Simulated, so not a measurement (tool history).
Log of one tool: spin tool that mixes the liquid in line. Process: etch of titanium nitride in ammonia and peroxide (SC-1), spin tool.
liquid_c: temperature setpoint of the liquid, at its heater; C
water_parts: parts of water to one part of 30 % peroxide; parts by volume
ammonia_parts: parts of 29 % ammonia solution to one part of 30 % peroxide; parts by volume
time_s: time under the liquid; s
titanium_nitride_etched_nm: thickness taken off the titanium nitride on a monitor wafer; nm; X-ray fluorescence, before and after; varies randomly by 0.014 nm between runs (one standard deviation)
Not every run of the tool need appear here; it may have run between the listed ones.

Run 1, day 0.000: liquid_c 47.0 C, water_parts 6.5 parts by volume, ammonia_parts 0.45 parts by volume, time_s 55 s. Result: titanium_nitride_etched_nm 5.2435 nm.
Run 2, day 0.175: liquid_c 47.0 C, water_parts 6.5 parts by volume, ammonia_parts 0.50 parts by volume, time_s 55 s. Result: titanium_nitride_etched_nm 5.2861 nm.
Run 3, day 0.492: liquid_c 47.0 C, water_parts 6.5 parts by volume, ammonia_parts 0.60 parts by volume, time_s 55 s. Result: titanium_nitride_etched_nm 5.5022 nm.
Run 4, day 0.733: liquid_c 47.0 C, water_parts 6.5 parts by volume, ammonia_parts 0.50 parts by volume, time_s 55 s. Result: titanium_nitride_etched_nm 5.2457 nm.
Run 5, day 1.054: liquid_c 40.0 C, water_parts 6.5 parts by volume, ammonia_parts 0.50 parts by volume, time_s 55 s. Result: titanium_nitride_etched_nm 3.1781 nm.
Run 6, day 1.138: liquid_c 40.0 C, water_parts 6.5 parts by volume, ammonia_parts 0.40 parts by volume, time_s 55 s. Result: titanium_nitride_etched_nm 3.0634 nm.

Forecast run 7:
Run 7, day 1.308: liquid_c 39.5 C, water_parts 6.5 parts by volume, ammonia_parts 0.40 parts by volume, time_s 55 s. Result: titanium_nitride_etched_nm ?.

titanium_nitride_etched_nm: 2.9407 nm
